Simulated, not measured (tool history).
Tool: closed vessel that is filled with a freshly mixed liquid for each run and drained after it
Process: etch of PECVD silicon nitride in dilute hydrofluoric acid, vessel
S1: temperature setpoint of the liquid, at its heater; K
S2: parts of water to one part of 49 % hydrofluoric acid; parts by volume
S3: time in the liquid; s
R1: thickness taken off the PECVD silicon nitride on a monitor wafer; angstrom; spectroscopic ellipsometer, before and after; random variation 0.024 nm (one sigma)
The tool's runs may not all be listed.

Run 1, day 0.000: S1 294.15 K, S2 230 parts by volume, S3 345 s. Result: R1 40.686 angstrom.
Run 2, day 0.383: S1 297.65 K, S2 230 parts by volume, S3 345 s. Result: R1 50.294 angstrom.
Run 3, day 0.750: S1 296.15 K, S2 230 parts by volume, S3 345 s. Result: R1 45.021 angstrom.
Run 4, day 0.992: S1 296.15 K, S2 230 parts by volume, S3 345 s. Result: R1 45.981 angstrom.
At day 1.262: hydrofluoric acid flow meter replaced.
Run 5, day 1.262: S1 296.15 K, S2 270 parts by volume, S3 345 s. Result: R1 41.121 angstrom.
Run 6, day 1.371: S1 296.15 K, S2 315 parts by volume, S3 345 s. Result: R1 35.902 angstrom.

Forecast run 7:
Run 7, day 1.708: S1 295.65 K, S2 315 parts by volume, S3 345 s. Result: R1 ?.

{"run 7": {"R1": 34.714}}
